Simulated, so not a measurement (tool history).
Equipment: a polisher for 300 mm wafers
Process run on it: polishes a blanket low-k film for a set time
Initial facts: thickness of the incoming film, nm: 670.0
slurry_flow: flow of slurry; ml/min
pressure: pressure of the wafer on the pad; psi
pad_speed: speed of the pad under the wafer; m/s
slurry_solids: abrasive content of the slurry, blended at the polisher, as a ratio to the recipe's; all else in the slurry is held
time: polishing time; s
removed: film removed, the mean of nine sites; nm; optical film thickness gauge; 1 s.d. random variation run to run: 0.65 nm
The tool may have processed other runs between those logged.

{"run": 1, "hour": 0.0, "slurry_flow": 190, "pressure": 1.5, "pad_speed": 1.3, "slurry_solids": 1.0, "time": 97, "removed": 35.316}
{"run": 2, "hour": 3.2, "slurry_flow": 160, "pressure": 1.5, "pad_speed": 1.3, "slurry_solids": 1.0, "time": 97, "removed": 34.38}
{"run": 3, "hour": 9.7, "slurry_flow": 160, "pressure": 1.5, "pad_speed": 1.3, "slurry_solids": 1.0, "time": 102, "removed": 36.519}
{"run": 4, "hour": 11.8, "slurry_flow": 165, "pressure": 1.6, "pad_speed": 1.3, "slurry_solids": 1.0, "time": 102, "removed": 38.309}
{"run": 5, "hour": 19.4, "slurry_flow": 165, "pressure": 1.7, "pad_speed": 1.3, "slurry_solids": 1.0, "time": 102, "removed": 40.778}
{"run": 6, "hour": 25.7, "slurry_flow": 165, "pressure": 1.8, "pad_speed": 1.3, "slurry_solids": 1.0, "time": 102, "removed": 43.14}
{"run": 7, "hour": 33.2, "slurry_flow": 165, "pressure": 1.9, "pad_speed": 1.3, "slurry_solids": 1.0, "time": 102, "removed": 45.736}

The next listed run, before its measurement:
{"run": 8, "hour": 37.4, "slurry_flow": 170, "pressure": 2.0, "pad_speed": 1.3, "slurry_solids": 1.0, "time": 102, "removed": "?"}

Run 8 yielded removed 47.698 nm.
